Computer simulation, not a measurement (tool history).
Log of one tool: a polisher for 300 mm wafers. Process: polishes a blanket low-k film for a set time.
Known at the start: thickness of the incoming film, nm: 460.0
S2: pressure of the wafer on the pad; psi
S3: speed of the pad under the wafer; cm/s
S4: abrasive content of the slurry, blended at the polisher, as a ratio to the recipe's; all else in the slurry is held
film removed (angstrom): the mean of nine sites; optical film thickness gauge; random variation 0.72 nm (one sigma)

run 1 hour=0 | flow_of_slurry_(ml/min)=260 S2=2.2 S3=94 S4=1 polishing_time_(s)=101 | film_removed_(angstrom)=504.05
run 2 hour=5.4 | flow_of_slurry_(ml/min)=325 S2=2.2 S3=94 S4=1 polishing_time_(s)=101 | film_removed_(angstrom)=516.68
run 3 hour=10.2 | flow_of_slurry_(ml/min)=325 S2=2.2 S3=94 S4=0.85 polishing_time_(s)=101 | film_removed_(angstrom)=487.64
run 4 hour=15.5 | flow_of_slurry_(ml/min)=325 S2=2.2 S3=94 S4=0.85 polishing_time_(s)=101 | film_removed_(angstrom)=487.65
run 5 hour=18.9 | flow_of_slurry_(ml/min)=385 S2=2.2 S3=94 S4=0.85 polishing_time_(s)=101 | film_removed_(angstrom)=481.06
run 6 hour=21.2 | flow_of_slurry_(ml/min)=385 S2=2.2 S3=112 S4=0.85 polishing_time_(s)=101 | film_removed_(angstrom)=554.61

The next listed run, before its measurement:
run 7 hour=28.6 | flow_of_slurry_(ml/min)=385 S2=2.5 S3=112 S4=0.85 polishing_time_(s)=101 | film_removed_(angstrom)=?

film removed (angstrom): 608.22

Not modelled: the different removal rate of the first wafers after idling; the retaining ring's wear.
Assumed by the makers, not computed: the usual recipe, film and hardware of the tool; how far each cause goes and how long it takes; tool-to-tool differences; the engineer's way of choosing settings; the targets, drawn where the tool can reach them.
